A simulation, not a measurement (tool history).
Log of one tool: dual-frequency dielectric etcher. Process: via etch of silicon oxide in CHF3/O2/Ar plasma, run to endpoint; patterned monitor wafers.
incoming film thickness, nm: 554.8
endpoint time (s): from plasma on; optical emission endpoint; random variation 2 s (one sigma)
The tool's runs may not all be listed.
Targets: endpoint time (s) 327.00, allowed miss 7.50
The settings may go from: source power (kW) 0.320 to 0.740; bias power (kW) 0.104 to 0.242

run	day	source power (kW)	bias power (kW)	endpoint time (s)
1	0.000	0.530	0.173	281.76
2	0.346	0.530	0.186	272.13
3	0.425	0.480	0.179	287.48
4	0.796	0.440	0.175	295.68
5	1.046	0.410	0.169	305.92
6	1.296	0.410	0.185	298.07
7	1.425	0.390	0.179	306.23
8	1.779	0.370	0.176	314.16
9	1.833	0.360	0.175	313.32
10	2.175	0.350	0.172	319.18

5 next moves are on the table. One of them brings every result within its allowed miss. Which?
A	2.517	0.390	0.176	?
B	2.517	0.320	0.152	?
C	2.517	0.400	0.166	?
D	2.517	0.320	0.168	?
E	2.517	0.370	0.178	?

move	endpoint time (s)
A	307.99
B	343.85
C	312.89
D	330.64
E	311.05
A: further off than the last run
B: takes the result that was furthest off past its target
C: further off than the last run
D: meets every target
E: further off than the last run
Move D is the one to make.

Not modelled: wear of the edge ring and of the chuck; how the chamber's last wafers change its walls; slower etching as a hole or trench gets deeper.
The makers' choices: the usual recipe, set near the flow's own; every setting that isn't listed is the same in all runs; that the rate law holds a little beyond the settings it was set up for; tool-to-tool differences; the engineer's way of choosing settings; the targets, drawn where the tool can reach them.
